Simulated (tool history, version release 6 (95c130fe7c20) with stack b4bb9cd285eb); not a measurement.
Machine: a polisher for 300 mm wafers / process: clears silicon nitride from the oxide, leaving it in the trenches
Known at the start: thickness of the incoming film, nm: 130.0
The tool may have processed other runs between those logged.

run	hour	flow of slurry (ml/min)	pressure of the wafer on the pad (psi)	speed of the pad under the wafer (cm/s)	overpolish time after the end point (s)	time until the end point was called (s)
1	0.0	200	3.3	98	14	143.82
2	4.9	200	3.3	98	15	143.18
3	6.1	200	3.7	100	15	122.62
4	12.7	150	3.7	100	15	133.93
# hour 15.0: slurry nozzle cleaned
5	15.0	150	3.7	100	15	120.40
6	19.5	150	4.0	100	15	108.47

Predict the results of run 7:
7	26.6	150	4.2	100	15	?

time until the end point was called (s): 104.99

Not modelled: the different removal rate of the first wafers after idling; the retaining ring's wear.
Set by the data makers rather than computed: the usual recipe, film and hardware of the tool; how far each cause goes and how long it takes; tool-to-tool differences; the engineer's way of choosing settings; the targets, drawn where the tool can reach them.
